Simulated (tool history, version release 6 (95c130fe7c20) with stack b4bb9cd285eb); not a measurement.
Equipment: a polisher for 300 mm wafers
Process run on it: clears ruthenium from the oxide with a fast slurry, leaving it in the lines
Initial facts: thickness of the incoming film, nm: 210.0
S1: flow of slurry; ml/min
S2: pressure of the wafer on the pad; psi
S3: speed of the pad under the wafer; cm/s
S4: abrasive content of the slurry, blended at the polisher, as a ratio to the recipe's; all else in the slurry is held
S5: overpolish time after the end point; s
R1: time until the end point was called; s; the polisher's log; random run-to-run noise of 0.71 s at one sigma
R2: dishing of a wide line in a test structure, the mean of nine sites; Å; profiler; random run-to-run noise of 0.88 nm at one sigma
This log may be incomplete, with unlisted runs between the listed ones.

run 1 hour=0 | S1=200 S2=3.1 S3=84 S4=1 S5=24 | R1=42.236 R2=633.27
run 2 hour=4.5 | S1=200 S2=3.1 S3=84 S4=1.1 S5=24 | R1=40.266 R2=603.25
run 3 hour=9.3 | S1=200 S2=3.1 S3=84 S4=1.1 S5=20 | R1=39.788 R2=558.54
run 4 hour=10.5 | S1=200 S2=2.7 S3=84 S4=1.1 S5=19 | R1=45.331 R2=519.38
run 5 hour=11.5 | S1=200 S2=2.4 S3=84 S4=1.1 S5=18 | R1=51.554 R2=450.06
run 6 hour=19.4 | S1=200 S2=2.4 S3=84 S4=1 S5=18 | R1=52.94 R2=451.67

Run 7, settings as shown, results not yet in. Your forecast:
run 7 hour=24.8 | S1=200 S2=2.3 S3=84 S4=1 S5=18 | R1=? R2=?

R1: 54.88 s
R2: 422.99 Å

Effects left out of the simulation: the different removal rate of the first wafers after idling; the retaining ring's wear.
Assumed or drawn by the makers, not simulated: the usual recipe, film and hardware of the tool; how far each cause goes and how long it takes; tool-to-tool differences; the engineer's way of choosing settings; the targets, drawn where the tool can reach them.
